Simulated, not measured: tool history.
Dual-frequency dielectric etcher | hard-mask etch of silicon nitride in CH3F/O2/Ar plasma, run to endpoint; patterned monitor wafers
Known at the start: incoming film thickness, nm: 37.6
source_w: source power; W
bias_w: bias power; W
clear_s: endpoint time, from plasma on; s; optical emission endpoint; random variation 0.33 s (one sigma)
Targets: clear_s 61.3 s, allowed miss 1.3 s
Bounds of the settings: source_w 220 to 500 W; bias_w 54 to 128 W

run,hour,source_w,bias_w,clear_s
1,0,360,91,47.758
2,6.9,340,88,49.802
3,9.5,380,88,48.054
4,16.9,360,85,49.356
5,20.9,360,99,47.308
6,29.9,360,110,45.91
7,37.1,340,103,47.796
8,45.9,330,98,48.393
9,52.9,320,93,50.266
10,58.2,250,75,57.271
11,64.3,250,74,56.903
12,65.5,250,72,58.515
13,67.7,250,71,57.964
14,72.6,250,70,58.967
15,80,240,68,59.458

Which of these 4 next moves meets every target?
A,87.4,240,72,?
B,87.4,220,92,?
C,87.4,240,63,?
D,87.4,250,70,?

move,clear_s
A,59.282
B,56.934
C,61.331
D,58.95
A: further off than the last run
B: further off than the last run
C: meets every target
D: further off than the last run
The right move is C.
